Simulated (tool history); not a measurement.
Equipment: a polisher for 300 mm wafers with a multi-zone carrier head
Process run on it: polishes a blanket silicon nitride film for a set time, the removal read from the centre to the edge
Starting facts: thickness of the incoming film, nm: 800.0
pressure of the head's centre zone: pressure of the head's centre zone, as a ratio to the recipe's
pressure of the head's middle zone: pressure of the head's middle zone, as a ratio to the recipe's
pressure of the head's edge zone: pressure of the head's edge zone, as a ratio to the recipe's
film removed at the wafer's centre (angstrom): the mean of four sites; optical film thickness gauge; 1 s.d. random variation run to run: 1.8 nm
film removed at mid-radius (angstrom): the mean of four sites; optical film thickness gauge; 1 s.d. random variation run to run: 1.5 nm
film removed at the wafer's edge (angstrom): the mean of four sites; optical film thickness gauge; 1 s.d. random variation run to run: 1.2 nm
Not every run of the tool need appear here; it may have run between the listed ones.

| run | hour | flow of slurry (ml/min) | pressure of the head's centre zone | pressure of the head's middle zone | pressure of the head's edge zone | polishing time (s) | film removed at the wafer's centre (angstrom) | film removed at mid-radius (angstrom) | film removed at the wafer's edge (angstrom) |
|---|---|---|---|---|---|---|---|---|---|
| 1 | 0.0 | 165 | 1.00 | 1.00 | 1.00 | 72 | 1514.2 | 1528.8 | 1539.1 |
| 2 | 5.6 | 165 | 0.95 | 1.03 | 1.00 | 72 | 1423.7 | 1563.5 | 1530.7 |
| 3 | 12.9 | 165 | 0.95 | 1.03 | 1.00 | 79 | 1589.9 | 1669.5 | 1641.0 |
| 4 | 20.1 | 155 | 0.91 | 1.06 | 1.01 | 78 | 1468.2 | 1700.3 | 1626.5 |
| 5 | 27.8 | 155 | 0.88 | 1.06 | 1.01 | 78 | 1448.7 | 1738.5 | 1638.6 |
| 6 | 31.8 | 155 | 0.88 | 1.06 | 1.01 | 88 | 1596.1 | 1930.3 | 1857.1 |
| 7 | 32.9 | 140 | 0.86 | 1.06 | 0.98 | 85 | 1447.5 | 1851.2 | 1759.9 |
| 8 | 40.2 | 140 | 0.86 | 1.06 | 0.96 | 82 | 1429.6 | 1750.8 | 1667.3 |

For run 9, what comes out?
| 9 | 48.9 | 130 | 0.84 | 1.07 | 0.94 | 81 | ? | ? | ? |

film removed at the wafer's centre (angstrom): 1408.5
film removed at mid-radius (angstrom): 1774.0
film removed at the wafer's edge (angstrom): 1624.7
